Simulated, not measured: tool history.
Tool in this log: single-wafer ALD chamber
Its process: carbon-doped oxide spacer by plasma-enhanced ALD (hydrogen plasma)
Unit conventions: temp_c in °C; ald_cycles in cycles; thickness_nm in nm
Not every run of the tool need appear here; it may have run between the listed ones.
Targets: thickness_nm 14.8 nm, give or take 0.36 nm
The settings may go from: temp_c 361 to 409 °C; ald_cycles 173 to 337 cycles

| run | day | temp_c | ald_cycles | thickness_nm |
|---|---|---|---|---|
| 1 | 0 | 385 | 255 | 11.97 |
| 2 | 0.367 | 392 | 255 | 11.988 |
| 3 | 0.542 | 398 | 255 | 11.935 |
| 4 | 0.854 | 406 | 255 | 11.847 |
| 5 | 1.042 | 409 | 255 | 11.718 |
| 6 | 1.329 | 409 | 268 | 12.321 |
| 7 | 1.692 | 409 | 284 | 13.112 |
| 8 | 2.05 | 409 | 294 | 13.507 |
| 9 | 2.338 | 409 | 294 | 13.578 |

5 next moves are on the table. One of them brings every result within its allowed miss. Which?
| A | 2.625 | 405 | 258 | ? |
| B | 2.625 | 407 | 266 | ? |
| C | 2.625 | 409 | 308 | ? |
| D | 2.625 | 408 | 318 | ? |
| E | 2.625 | 408 | 296 | ? |

| move | thickness_nm |
|---|---|
| A | 11.989 |
| B | 12.295 |
| C | 14.16 |
| D | 14.659 |
| E | 13.645 |
A: moves away from the targets compared with the last run
B: moves away from the targets compared with the last run
C: gains on the last run, yet a result remains outside its allowed miss
D: all results in spec
E: gains on the last run, yet a result remains outside its allowed miss
Move D is the one to make.

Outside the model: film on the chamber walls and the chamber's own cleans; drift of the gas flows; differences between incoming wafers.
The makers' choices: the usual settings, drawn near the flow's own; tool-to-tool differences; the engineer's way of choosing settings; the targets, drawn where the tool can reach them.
